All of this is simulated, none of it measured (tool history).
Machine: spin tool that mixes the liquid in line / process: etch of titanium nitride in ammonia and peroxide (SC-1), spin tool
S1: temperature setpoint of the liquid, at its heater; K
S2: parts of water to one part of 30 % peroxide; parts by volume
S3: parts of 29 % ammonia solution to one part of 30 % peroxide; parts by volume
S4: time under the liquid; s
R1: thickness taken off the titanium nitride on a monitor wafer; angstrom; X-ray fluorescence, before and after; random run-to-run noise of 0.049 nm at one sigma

run,day,S1,S2,S3,S4,R1
1,0,321.15,6,0.9,55,41.088
2,0.279,321.15,6,0.9,40,29.834
3,0.571,323.15,6,0.9,40,34.599
4,0.692,317.65,6,0.9,40,23.229
5,0.725,320.15,6,0.9,40,27.808
6,0.875,323.15,6,0.9,40,34.463
7,1.204,325.15,6,0.9,40,39.352
8,1.55,333.15,6,0.9,40,67.294
9,1.917,333.65,6,0.9,40,69.806

Run 10 has not been measured yet. What should we expect?
10,1.962,334.65,6,0.9,40,?

{"run 10": {"R1": 73.778}}
